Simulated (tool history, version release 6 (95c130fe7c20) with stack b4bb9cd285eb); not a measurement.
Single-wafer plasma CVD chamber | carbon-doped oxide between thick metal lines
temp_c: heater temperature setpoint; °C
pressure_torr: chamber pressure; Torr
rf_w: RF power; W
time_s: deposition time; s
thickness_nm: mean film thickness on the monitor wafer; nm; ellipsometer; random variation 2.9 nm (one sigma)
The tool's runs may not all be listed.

Run 1, hour 0.0: temp_c 370 °C, pressure_torr 5.57 Torr, rf_w 645 W, time_s 139 s. Result: thickness_nm 800.25 nm.
Run 2, hour 8.3: temp_c 370 °C, pressure_torr 5.57 Torr, rf_w 700 W, time_s 139 s. Result: thickness_nm 849.95 nm.
Run 3, hour 13.3: temp_c 373 °C, pressure_torr 5.07 Torr, rf_w 615 W, time_s 137 s. Result: thickness_nm 753.43 nm.
Run 4, hour 19.8: temp_c 373 °C, pressure_torr 4.33 Torr, rf_w 615 W, time_s 137 s. Result: thickness_nm 729.20 nm.
Run 5, hour 22.6: temp_c 375 °C, pressure_torr 4.00 Torr, rf_w 565 W, time_s 136 s. Result: thickness_nm 670.47 nm.
Run 6, hour 26.6: temp_c 381 °C, pressure_torr 4.00 Torr, rf_w 565 W, time_s 136 s. Result: thickness_nm 662.16 nm.
Run 7, hour 29.6: temp_c 383 °C, pressure_torr 3.78 Torr, rf_w 540 W, time_s 136 s. Result: thickness_nm 630.69 nm.

Predict the results of run 8:
Run 8, hour 33.7: temp_c 385 °C, pressure_torr 3.63 Torr, rf_w 530 W, time_s 136 s. Result: thickness_nm ?.

{"run 8": {"thickness_nm": 611.3}}

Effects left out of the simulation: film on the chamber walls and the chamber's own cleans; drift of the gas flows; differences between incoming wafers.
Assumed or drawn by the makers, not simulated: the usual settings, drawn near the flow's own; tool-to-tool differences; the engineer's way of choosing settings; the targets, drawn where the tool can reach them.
